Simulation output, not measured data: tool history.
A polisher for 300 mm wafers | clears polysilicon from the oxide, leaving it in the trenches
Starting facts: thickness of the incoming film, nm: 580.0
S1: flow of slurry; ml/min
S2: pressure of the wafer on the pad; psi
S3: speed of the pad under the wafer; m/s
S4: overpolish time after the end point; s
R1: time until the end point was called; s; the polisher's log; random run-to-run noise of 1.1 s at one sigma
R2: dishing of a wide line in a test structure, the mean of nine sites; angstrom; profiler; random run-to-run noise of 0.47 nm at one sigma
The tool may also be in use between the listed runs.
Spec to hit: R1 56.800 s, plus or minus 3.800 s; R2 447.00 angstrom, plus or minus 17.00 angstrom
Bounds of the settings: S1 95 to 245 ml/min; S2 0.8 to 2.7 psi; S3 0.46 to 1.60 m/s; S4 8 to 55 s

run 1 hour=0.0 | S1=155 S2=1.7 S3=1.02 S4=28 | R1=82.446 R2=440.48
run 2 hour=6.6 | S1=155 S2=1.4 S3=1.02 S4=28 | R1=98.654 R2=439.17
run 3 hour=15.3 | S1=155 S2=1.4 S3=1.02 S4=16 | R1=102.520 R2=399.57
run 4 hour=17.5 | S1=135 S2=1.4 S3=1.02 S4=16 | R1=100.960 R2=398.21
run 5 hour=25.4 | S1=135 S2=1.4 S3=0.76 S4=16 | R1=135.960 R2=368.64
run 6 hour=33.5 | S1=140 S2=1.7 S3=0.82 S4=20 | R1=100.020 R2=422.86
run 7 hour=41.8 | S1=135 S2=1.8 S3=0.90 S4=17 | R1=90.787 R2=417.33
run 8 hour=45.5 | S1=135 S2=2.0 S3=0.92 S4=15 | R1=80.071 R2=422.14
run 9 hour=46.2 | S1=135 S2=2.1 S3=0.94 S4=14 | R1=73.496 R2=415.32
run 10 hour=54.5 | S1=135 S2=2.2 S3=0.94 S4=16 | R1=73.017 R2=429.50
run 11 hour=58.9 | S1=135 S2=2.3 S3=0.96 S4=16 | R1=69.868 R2=429.00
run 12 hour=64.2 | S1=135 S2=2.4 S3=0.98 S4=16 | R1=62.122 R2=431.52
run 13 hour=70.8 | S1=135 S2=2.4 S3=0.98 S4=17 | R1=63.699 R2=432.05

Exactly one of the 4 candidate moves below puts every result within its allowed miss. Which one?
run A hour=77.4 | S1=205 S2=2.2 S3=1.14 S4=45 | R1=? R2=?
run B hour=77.4 | S1=135 S2=2.6 S3=0.88 S4=24 | R1=? R2=?
run C hour=77.4 | S1=190 S2=2.7 S3=1.12 S4=55 | R1=? R2=?
run D hour=77.4 | S1=125 S2=2.3 S3=0.82 S4=26 | R1=? R2=?

move=A R1=56.087 R2=457.08
move=B R1=65.173 R2=454.90
move=C R1=47.311 R2=457.08
move=D R1=79.529 R2=453.11
A: in spec on every target
B: lands further from the targets than the last run did
C: takes the biggest miss from the last run beyond its target
D: lands further from the targets than the last run did
Move A is the one to make.
